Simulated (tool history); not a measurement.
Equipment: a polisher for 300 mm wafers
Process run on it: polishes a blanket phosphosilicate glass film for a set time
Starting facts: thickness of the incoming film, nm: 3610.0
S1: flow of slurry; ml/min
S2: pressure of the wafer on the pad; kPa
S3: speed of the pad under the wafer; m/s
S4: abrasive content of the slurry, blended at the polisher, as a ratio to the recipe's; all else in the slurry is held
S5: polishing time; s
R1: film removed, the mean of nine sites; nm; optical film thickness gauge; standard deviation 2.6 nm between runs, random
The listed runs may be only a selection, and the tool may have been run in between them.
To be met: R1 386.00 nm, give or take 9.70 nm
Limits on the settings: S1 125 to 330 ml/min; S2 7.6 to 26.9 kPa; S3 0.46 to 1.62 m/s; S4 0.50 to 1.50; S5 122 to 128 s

| run | day | S1 | S2 | S3 | S4 | S5 | R1 |
|---|---|---|---|---|---|---|---|
| 1 | 0.000 | 210 | 17.2 | 1.04 | 1.00 | 122 | 903.55 |
| 2 | 0.071 | 210 | 17.2 | 1.04 | 1.10 | 122 | 925.87 |
| 3 | 0.108 | 210 | 17.2 | 0.78 | 1.10 | 122 | 764.45 |
| 4 | 0.371 | 200 | 13.8 | 0.74 | 1.10 | 122 | 594.57 |
| 5 | 0.479 | 200 | 13.8 | 0.74 | 1.25 | 122 | 631.71 |
| 6 | 0.788 | 190 | 11.7 | 0.70 | 1.25 | 122 | 515.75 |
| 7 | 0.967 | 140 | 7.6 | 0.70 | 1.25 | 122 | 332.45 |
| 8 | 1.283 | 160 | 7.6 | 0.70 | 1.25 | 122 | 338.02 |
| 9 | 1.338 | 185 | 7.6 | 0.70 | 1.25 | 122 | 341.78 |
| 10 | 1.375 | 195 | 8.3 | 0.70 | 1.25 | 122 | 371.35 |
| 11 | 1.442 | 205 | 8.3 | 0.70 | 1.25 | 122 | 375.78 |
| 12 | 1.638 | 210 | 8.3 | 0.70 | 1.25 | 122 | 374.77 |
| 13 | 1.858 | 215 | 8.3 | 0.70 | 1.25 | 122 | 374.58 |
| 14 | 2.012 | 225 | 9.0 | 0.70 | 1.25 | 122 | 400.62 |

Next run, 5 choices. One meets every target within its allowed miss, the rest don't. Which?
| A | 2.167 | 220 | 11.0 | 0.54 | 1.25 | 123 | ? |
| B | 2.167 | 225 | 9.0 | 0.60 | 1.15 | 122 | ? |
| C | 2.167 | 230 | 7.6 | 0.72 | 1.25 | 125 | ? |
| D | 2.167 | 315 | 7.6 | 0.80 | 1.25 | 122 | ? |
| E | 2.167 | 160 | 8.3 | 0.84 | 1.10 | 128 | ? |

| move | R1 |
|---|---|
| A | 426.94 |
| B | 358.80 |
| C | 364.26 |
| D | 388.90 |
| E | 412.57 |
A: moves away from the targets compared with the last run
B: moves the result that the last run missed by most past its target, out the other side
C: moves the result that the last run missed by most past its target, out the other side
D: each result inside its tolerance
E: moves away from the targets compared with the last run
Answer: D
